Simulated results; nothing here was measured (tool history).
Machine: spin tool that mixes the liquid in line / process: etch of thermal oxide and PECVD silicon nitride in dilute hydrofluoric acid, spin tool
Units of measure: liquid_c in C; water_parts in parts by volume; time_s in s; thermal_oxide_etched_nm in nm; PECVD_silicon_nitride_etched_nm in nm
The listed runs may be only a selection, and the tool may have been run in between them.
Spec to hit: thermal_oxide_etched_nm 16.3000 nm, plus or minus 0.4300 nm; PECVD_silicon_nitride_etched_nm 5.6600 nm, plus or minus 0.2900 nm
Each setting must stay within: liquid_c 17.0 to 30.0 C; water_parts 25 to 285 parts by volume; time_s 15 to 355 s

run,hour,liquid_c,water_parts,time_s,thermal_oxide_etched_nm,PECVD_silicon_nitride_etched_nm
1,0.0,22.0,155,180,4.9723,1.8594
2,6.2,22.0,155,120,3.3058,1.2570
3,12.5,22.0,155,190,5.2819,1.9771
4,14.1,22.0,105,190,8.2819,2.8996
5,15.3,22.0,105,125,5.4788,1.9827
6,20.8,22.0,80,125,7.2438,2.5901
7,24.8,22.5,65,135,10.0820,3.5124
8,26.6,26.5,30,120,24.1510,8.5410
9,32.2,26.0,30,120,23.7920,8.3941
10,40.7,25.5,30,120,23.0720,8.1819
11,49.5,25.0,30,120,22.3990,7.7373
12,57.1,25.0,30,120,23.0350,7.7424
13,65.9,24.5,35,120,19.0180,6.3809

Of the 5 settings listed for the next run, only one would bring every result within its allowed miss of target. Which one?
A,74.7,20.5,40,140,?,?
B,74.7,28.0,50,130,?,?
C,74.7,22.5,70,235,?,?
D,74.7,23.0,30,100,?,?
E,74.7,19.5,30,115,?,?

move,thermal_oxide_etched_nm,PECVD_silicon_nitride_etched_nm
A,16.1040,5.0848
B,16.0820,6.2982
C,16.1820,5.6720
D,17.2680,5.7025
E,17.1020,5.1422
A: brings the result that was furthest off to its target, and leaves another outside
B: brings the result that was furthest off to its target, and leaves another outside
C: every result within its allowed miss
D: closes in on the targets versus the last run, not all within tolerance yet
E: closes in on the targets versus the last run, not all within tolerance yet
Go with C: it meets all targets.
